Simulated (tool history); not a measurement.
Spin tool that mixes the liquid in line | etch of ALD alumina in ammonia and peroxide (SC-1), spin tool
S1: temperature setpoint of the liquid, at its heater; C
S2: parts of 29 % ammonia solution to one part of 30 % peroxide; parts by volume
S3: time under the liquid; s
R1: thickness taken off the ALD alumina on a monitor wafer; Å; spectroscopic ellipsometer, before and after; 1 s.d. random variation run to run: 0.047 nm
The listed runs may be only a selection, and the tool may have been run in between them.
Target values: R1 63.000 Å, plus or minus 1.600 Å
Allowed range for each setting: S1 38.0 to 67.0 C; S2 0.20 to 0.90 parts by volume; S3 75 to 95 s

run  hour    S1    S2  S3      R1
  1   0.0  51.0  0.50  95  46.160
  2   6.6  51.0  0.65  95  47.411
  3   8.4  51.0  0.50  95  46.769
  4  15.7  52.0  0.50  95  48.603
  5  17.2  53.0  0.50  95  51.851
  6  19.8  53.5  0.50  95  52.779
  7  27.0  54.0  0.50  95  54.024
  8  30.5  54.5  0.50  95  56.009
  9  32.1  55.0  0.50  95  57.909
 10  36.3  55.5  0.50  95  59.580
 11  38.6  56.0  0.50  95  60.307

Exactly one of the 4 candidate moves below puts every result within its allowed miss. Which one?
  A  40.9  57.5  0.55  95   ?
  B  40.9  58.0  0.50  95   ?
  C  40.9  62.0  0.70  75   ?
  D  40.9  61.0  0.55  75   ?

move      R1
   A  65.109
   B  66.228
   C  66.280
   D  61.577
A: takes the biggest miss from the last run beyond its target
B: takes the biggest miss from the last run beyond its target
C: takes the biggest miss from the last run beyond its target
D: all results land within tolerance of their targets
D meets every target.

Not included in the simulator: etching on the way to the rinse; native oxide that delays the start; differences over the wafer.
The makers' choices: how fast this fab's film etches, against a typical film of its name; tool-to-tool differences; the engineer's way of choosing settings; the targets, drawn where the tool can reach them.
